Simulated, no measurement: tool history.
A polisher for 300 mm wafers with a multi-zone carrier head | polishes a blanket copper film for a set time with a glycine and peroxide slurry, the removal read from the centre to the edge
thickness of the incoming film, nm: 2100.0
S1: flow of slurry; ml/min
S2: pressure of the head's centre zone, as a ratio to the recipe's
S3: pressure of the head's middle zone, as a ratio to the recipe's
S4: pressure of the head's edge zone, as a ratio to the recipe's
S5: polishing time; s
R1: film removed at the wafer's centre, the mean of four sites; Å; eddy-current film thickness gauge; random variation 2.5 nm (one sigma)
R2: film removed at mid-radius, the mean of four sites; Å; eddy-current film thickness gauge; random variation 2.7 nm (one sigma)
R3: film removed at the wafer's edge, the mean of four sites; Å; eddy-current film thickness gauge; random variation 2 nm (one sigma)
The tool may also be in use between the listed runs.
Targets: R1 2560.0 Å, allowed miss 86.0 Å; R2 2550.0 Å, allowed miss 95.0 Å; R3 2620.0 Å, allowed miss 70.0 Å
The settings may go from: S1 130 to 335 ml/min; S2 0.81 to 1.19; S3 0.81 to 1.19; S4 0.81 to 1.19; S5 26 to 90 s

{"run": 1, "hour": 0.0, "S1": 215, "S2": 1.0, "S3": 1.0, "S4": 1.0, "S5": 58, "R1": 3548.1, "R2": 3191.2, "R3": 3231.2}
{"run": 2, "hour": 3.1, "S1": 245, "S2": 1.0, "S3": 1.0, "S4": 1.0, "S5": 58, "R1": 3573.5, "R2": 3246.9, "R3": 3253.7}
{"run": 3, "hour": 9.5, "S1": 245, "S2": 1.0, "S3": 1.0, "S4": 1.0, "S5": 50, "R1": 3114.8, "R2": 2881.3, "R3": 2803.6}
{"run": 4, "hour": 13.4, "S1": 245, "S2": 1.07, "S3": 1.0, "S4": 1.0, "S5": 50, "R1": 3267.8, "R2": 2847.7, "R3": 2796.4}
{"run": 5, "hour": 20.3, "S1": 235, "S2": 1.0, "S3": 0.98, "S4": 0.99, "S5": 49, "R1": 2956.0, "R2": 2743.2, "R3": 2679.1}
{"run": 6, "hour": 26.8, "S1": 235, "S2": 1.0, "S3": 0.98, "S4": 0.99, "S5": 56, "R1": 3420.0, "R2": 3104.5, "R3": 3117.3}
{"run": 7, "hour": 30.3, "S1": 220, "S2": 0.96, "S3": 0.94, "S4": 0.96, "S5": 54, "R1": 3117.3, "R2": 2794.6, "R3": 2940.1}
{"run": 8, "hour": 33.7, "S1": 220, "S2": 0.96, "S3": 0.94, "S4": 0.96, "S5": 54, "R1": 3105.7, "R2": 2920.0, "R3": 2934.7}
{"run": 9, "hour": 39.1, "S1": 210, "S2": 0.93, "S3": 0.91, "S4": 0.94, "S5": 53, "R1": 2982.3, "R2": 2734.8, "R3": 2831.0}
{"run": 10, "hour": 43.8, "S1": 165, "S2": 0.83, "S3": 0.91, "S4": 0.88, "S5": 51, "R1": 2451.2, "R2": 2540.7, "R3": 2567.2}

5 next moves are on the table. One of them brings every result within its allowed miss. Which?
{"run": "A", "hour": 48.5, "S1": 230, "S2": 0.95, "S3": 1.03, "S4": 0.81, "S5": 49, "R1": "?", "R2": "?", "R3": "?"}
{"run": "B", "hour": 48.5, "S1": 145, "S2": 0.81, "S3": 0.85, "S4": 0.85, "S5": 56, "R1": "?", "R2": "?", "R3": "?"}
{"run": "C", "hour": 48.5, "S1": 180, "S2": 0.92, "S3": 0.9, "S4": 0.91, "S5": 48, "R1": "?", "R2": "?", "R3": "?"}
{"run": "D", "hour": 48.5, "S1": 150, "S2": 0.91, "S3": 0.97, "S4": 0.86, "S5": 50, "R1": "?", "R2": "?", "R3": "?"}
{"run": "E", "hour": 48.5, "S1": 130, "S2": 0.88, "S3": 0.93, "S4": 0.88, "S5": 54, "R1": "?", "R2": "?", "R3": "?"}

move=A R1=2851.3 R2=2816.6 R3=2481.7
move=B R1=2524.1 R2=2522.6 R3=2727.4
move=C R1=2587.3 R2=2369.9 R3=2485.8
move=D R1=2557.0 R2=2532.0 R3=2457.2
move=E R1=2563.0 R2=2547.3 R3=2614.3
A: takes the result that was furthest off past its target
B: brings the result that was furthest off to its target, and leaves another outside
C: brings the result that was furthest off to its target, and leaves another outside
D: brings the result that was furthest off to its target, and leaves another outside
E: meets every target
The right move is E.
